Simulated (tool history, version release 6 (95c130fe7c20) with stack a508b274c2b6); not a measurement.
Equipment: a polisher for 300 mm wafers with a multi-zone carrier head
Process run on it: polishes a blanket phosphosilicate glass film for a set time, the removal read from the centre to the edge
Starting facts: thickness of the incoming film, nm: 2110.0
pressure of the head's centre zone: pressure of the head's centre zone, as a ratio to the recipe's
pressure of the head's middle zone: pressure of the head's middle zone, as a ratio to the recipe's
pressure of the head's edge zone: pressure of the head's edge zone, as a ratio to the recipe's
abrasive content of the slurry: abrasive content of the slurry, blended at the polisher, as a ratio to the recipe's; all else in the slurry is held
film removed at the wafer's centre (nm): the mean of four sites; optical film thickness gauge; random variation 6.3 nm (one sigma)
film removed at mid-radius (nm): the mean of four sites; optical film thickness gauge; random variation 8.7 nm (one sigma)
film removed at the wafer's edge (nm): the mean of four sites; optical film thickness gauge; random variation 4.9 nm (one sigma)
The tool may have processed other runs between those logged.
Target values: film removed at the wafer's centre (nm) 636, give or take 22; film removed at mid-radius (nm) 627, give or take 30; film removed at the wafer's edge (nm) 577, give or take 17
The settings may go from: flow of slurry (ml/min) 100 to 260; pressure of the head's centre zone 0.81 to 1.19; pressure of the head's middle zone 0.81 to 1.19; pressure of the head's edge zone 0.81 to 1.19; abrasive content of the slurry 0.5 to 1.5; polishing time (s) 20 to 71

run    day  flow of slurry (ml/min)  pressure of the head's centre zone  pressure of the head's middle zone  pressure of the head's edge zone  abrasive content of the slurry  polishing time (s)  film removed at the wafer's centre (nm)  film removed at mid-radius (nm)  film removed at the wafer's edge (nm)
  1      0                      165                                   1                                   1                                 1                               1                  45                                   365.42                           374.28                                 354.09
  2  0.092                      175                                1.02                                1.02                              1.02                             1.1                  46                                   402.97                           408.84                                 388.15
  3  0.288                      175                                1.02                                1.02                              0.95                             1.1                  46                                   408.93                           401.54                                 383.99
  4  0.479                      175                                1.02                                1.02                              0.95                             1.2                  46                                   428.55                           424.47                                  387.4
  5  0.629                      150                                1.02                                1.02                              0.95                             1.2                  46                                   405.46                           404.32                                 375.65
  6  0.988                      150                                1.02                                1.02                              0.95                             1.4                  46                                   427.97                           426.44                                 401.67
  7  1.117                      165                                1.04                                1.04                              0.98                             1.4                  47                                   457.06                           442.89                                 427.85
  8  1.462                      180                                1.04                                1.06                              0.98                             1.4                  48                                   475.86                           472.85                                 435.08

4 candidate next runs follow, results not yet known. Just one meets every target within its allowed miss. Identify it.
  A  1.808                      155                                1.05                                1.07                              0.81                            1.25                  48                                        ?                                ?                                      ?
  B  1.808                      190                                   1                                1.11                              0.99                            1.35                  36                                        ?                                ?                                      ?
  C  1.808                      235                                 0.9                                1.15                              0.91                             1.5                  56                                        ?                                ?                                      ?
  D  1.808                      185                                1.05                                1.06                              0.97                            1.45                  62                                        ?                                ?                                      ?

move  film removed at the wafer's centre (nm)  film removed at mid-radius (nm)  film removed at the wafer's edge (nm)
   A                                   439.31                           444.75                                 382.87
   B                                   337.55                           368.19                                 329.35
   C                                   509.57                           633.35                                 526.02
   D                                   622.81                           622.97                                 575.87
A: lands further from the targets than the last run did
B: lands further from the targets than the last run did
C: closer than the last run, but not yet in spec
D: every result within its allowed miss
D is the move that brings every result within its allowed miss.
